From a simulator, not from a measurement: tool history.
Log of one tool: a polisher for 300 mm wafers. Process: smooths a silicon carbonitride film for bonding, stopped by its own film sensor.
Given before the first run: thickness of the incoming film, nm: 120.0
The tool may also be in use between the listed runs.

run	day	flow of slurry (ml/min)	pressure of the wafer on the pad (kPa)	speed of the pad under the wafer (m/s)	abrasive content of the slurry	target thickness at which the film sensor stops the polish (angstrom)	time until the film sensor stopped the polish (s)
1	0.000	200	17.2	0.80	1.0	1050	51.659
2	0.146	200	15.2	0.80	1.0	1050	57.389
3	0.279	200	13.8	0.80	1.0	1050	62.520
4	0.592	200	13.8	0.94	1.0	1050	57.193
5	0.912	200	12.4	0.94	1.0	1050	64.255
6	1.029	200	11.7	0.94	1.0	1050	65.332

What does the tool deliver on the next run?
# day 1.342: head pressure recalibrated
7	1.342	200	11.0	0.94	1.0	1050	?

Run 7 measured time until the film sensor stopped the polish (s) 62.113.
